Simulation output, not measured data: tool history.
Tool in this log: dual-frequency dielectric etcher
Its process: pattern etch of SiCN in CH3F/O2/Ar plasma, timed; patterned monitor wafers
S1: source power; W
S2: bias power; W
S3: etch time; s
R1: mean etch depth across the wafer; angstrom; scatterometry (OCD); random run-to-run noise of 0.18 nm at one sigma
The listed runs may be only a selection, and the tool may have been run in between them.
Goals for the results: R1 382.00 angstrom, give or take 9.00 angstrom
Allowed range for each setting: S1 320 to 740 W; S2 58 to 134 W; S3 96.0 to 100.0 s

run  hour   S1   S2    S3      R1
  1   0.0  530   96  96.0  442.44
  2   4.6  530  112  96.0  468.68
  3   8.4  470  105  96.0  432.66
  4  16.8  430  103  96.0  416.43
     18.8  -- wet clean of the chamber
  5  18.8  510  103  96.0  438.76
  6  26.4  460  101  96.0  418.85
  7  34.1  430  100  96.0  399.69
  8  39.0  420  100  96.0  397.71
  9  46.6  410  100  96.0  394.03

Pick the move, out of 4, that brings all results within their allowed miss; only one does.
  A  54.2  400   88   98.5   ?
  B  54.2  510   86   99.5   ?
  C  54.2  360  108  100.0   ?
  D  54.2  390  101   99.5   ?

move      R1
   A  378.87
   B  420.79
   C  399.65
   D  400.45
A: meets every target
B: misses by more than the last run did
C: misses by more than the last run did
D: misses by more than the last run did
A is the move that brings every result within its allowed miss.
